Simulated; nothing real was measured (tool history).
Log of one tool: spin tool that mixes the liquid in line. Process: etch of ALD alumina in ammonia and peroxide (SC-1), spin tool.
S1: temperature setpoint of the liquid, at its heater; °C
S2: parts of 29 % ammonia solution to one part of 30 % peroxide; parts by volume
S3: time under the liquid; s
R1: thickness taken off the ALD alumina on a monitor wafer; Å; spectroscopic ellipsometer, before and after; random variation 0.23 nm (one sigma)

Run 1, hour 0: S1 57 °C, S2 0.75 parts by volume, S3 315 s. Result: R1 196.56 Å.
Run 2, hour 7.1: S1 59 °C, S2 0.75 parts by volume, S3 315 s. Result: R1 217.68 Å.
Run 3, hour 14: S1 59 °C, S2 0.75 parts by volume, S3 315 s. Result: R1 216.24 Å.
Run 4, hour 15: S1 59 °C, S2 0.95 parts by volume, S3 315 s. Result: R1 221.56 Å.
Run 5, hour 19: S1 60.5 °C, S2 0.95 parts by volume, S3 315 s. Result: R1 240.85 Å.
At hour 20.6: heated supply line repaired.
Run 6, hour 20.6: S1 60.5 °C, S2 1.2 parts by volume, S3 315 s. Result: R1 283.61 Å.
Run 7, hour 22.9: S1 61 °C, S2 1.2 parts by volume, S3 315 s. Result: R1 284.42 Å.

Run 8 comes next. What will it give?
Run 8, hour 30.3: S1 61.5 °C, S2 1.2 parts by volume, S3 315 s. Result: R1 ?.

Run 8 gave R1 294.02 Å.
